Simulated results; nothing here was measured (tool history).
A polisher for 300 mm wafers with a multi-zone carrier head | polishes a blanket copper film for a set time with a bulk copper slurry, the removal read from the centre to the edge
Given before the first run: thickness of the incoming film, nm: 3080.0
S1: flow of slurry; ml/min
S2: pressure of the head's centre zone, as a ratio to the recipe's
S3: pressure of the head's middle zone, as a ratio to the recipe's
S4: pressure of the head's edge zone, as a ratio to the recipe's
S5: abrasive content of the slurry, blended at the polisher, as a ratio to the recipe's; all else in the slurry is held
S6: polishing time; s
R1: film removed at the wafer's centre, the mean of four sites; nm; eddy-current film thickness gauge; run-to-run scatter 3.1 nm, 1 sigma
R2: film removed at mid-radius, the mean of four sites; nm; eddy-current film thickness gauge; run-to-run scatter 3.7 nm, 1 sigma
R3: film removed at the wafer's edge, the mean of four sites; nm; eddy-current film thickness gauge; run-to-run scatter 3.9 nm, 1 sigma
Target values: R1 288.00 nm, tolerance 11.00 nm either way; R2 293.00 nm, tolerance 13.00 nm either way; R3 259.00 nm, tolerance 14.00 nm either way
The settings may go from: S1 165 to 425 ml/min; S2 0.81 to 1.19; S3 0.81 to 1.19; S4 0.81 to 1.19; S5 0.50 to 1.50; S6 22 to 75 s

Run 1, day 0.000: S1 275 ml/min, S2 1.00, S3 1.00, S4 1.00, S5 1.00, S6 48 s. Result: R1 316.00 nm, R2 323.79 nm, R3 324.18 nm.
Run 2, day 0.183: S1 275 ml/min, S2 1.00, S3 1.08, S4 1.00, S5 1.00, S6 48 s. Result: R1 314.38 nm, R2 344.65 nm, R3 335.05 nm.
Run 3, day 0.417: S1 230 ml/min, S2 1.00, S3 1.08, S4 1.00, S5 1.00, S6 48 s. Result: R1 310.56 nm, R2 339.22 nm, R3 323.19 nm.
Run 4, day 0.612: S1 180 ml/min, S2 1.00, S3 1.08, S4 1.00, S5 1.00, S6 48 s. Result: R1 298.12 nm, R2 318.61 nm, R3 305.52 nm.
Run 5, day 0.817: S1 180 ml/min, S2 1.00, S3 1.04, S4 1.00, S5 1.00, S6 48 s. Result: R1 288.21 nm, R2 304.39 nm, R3 313.48 nm.
At day 1.117: slurry nozzle cleaned.
Run 6, day 1.117: S1 180 ml/min, S2 0.92, S3 1.04, S4 1.00, S5 1.00, S6 48 s. Result: R1 297.29 nm, R2 333.17 nm, R3 324.81 nm.
Run 7, day 1.267: S1 180 ml/min, S2 0.94, S3 1.05, S4 0.98, S5 1.00, S6 48 s. Result: R1 301.17 nm, R2 331.48 nm, R3 327.94 nm.
Run 8, day 1.296: S1 185 ml/min, S2 0.97, S3 1.07, S4 0.98, S5 0.95, S6 48 s. Result: R1 311.07 nm, R2 341.56 nm, R3 326.64 nm.
Run 9, day 1.612: S1 190 ml/min, S2 1.00, S3 1.09, S4 0.98, S5 0.95, S6 47 s. Result: R1 309.88 nm, R2 333.95 nm, R3 316.13 nm.
Run 10, day 1.979: S1 195 ml/min, S2 1.02, S3 1.10, S4 0.98, S5 0.95, S6 46 s. Result: R1 315.51 nm, R2 325.57 nm, R3 313.70 nm.
Run 11, day 2.188: S1 205 ml/min, S2 1.03, S3 1.11, S4 0.98, S5 1.00, S6 45 s. Result: R1 313.29 nm, R2 339.44 nm, R3 304.98 nm.
Run 12, day 2.425: S1 205 ml/min, S2 1.04, S3 1.11, S4 0.98, S5 1.00, S6 44 s. Result: R1 309.33 nm, R2 324.38 nm, R3 296.32 nm.
Run 13, day 2.621: S1 205 ml/min, S2 1.05, S3 1.11, S4 0.98, S5 1.00, S6 43 s. Result: R1 303.02 nm, R2 325.20 nm, R3 297.06 nm.

Exactly one of the 4 candidate moves below puts every result within its allowed miss. Which one?
Run A, day 2.817: S1 200 ml/min, S2 1.14, S3 1.17, S4 0.97, S5 0.95, S6 39 s. Result: R1 ?, R2 ?, R3 ?.
Run B, day 2.817: S1 165 ml/min, S2 1.09, S3 0.96, S4 1.19, S5 1.05, S6 45 s. Result: R1 ?, R2 ?, R3 ?.
Run C, day 2.817: S1 215 ml/min, S2 1.19, S3 1.11, S4 0.89, S5 0.95, S6 40 s. Result: R1 ?, R2 ?, R3 ?.
Run D, day 2.817: S1 180 ml/min, S2 0.90, S3 1.14, S4 1.07, S5 1.30, S6 44 s. Result: R1 ?, R2 ?, R3 ?.

move      R1      R2      R3
   A  285.65  293.26  256.95
   B  312.12  286.77  328.17
   C  307.06  292.08  255.61
   D  283.37  343.19  323.43
A: each result inside its tolerance
B: lands further from the targets than the last run did
C: meets the target for the result that was furthest off, but another lies outside its allowed miss
D: lands further from the targets than the last run did
Go with A: it meets all targets.
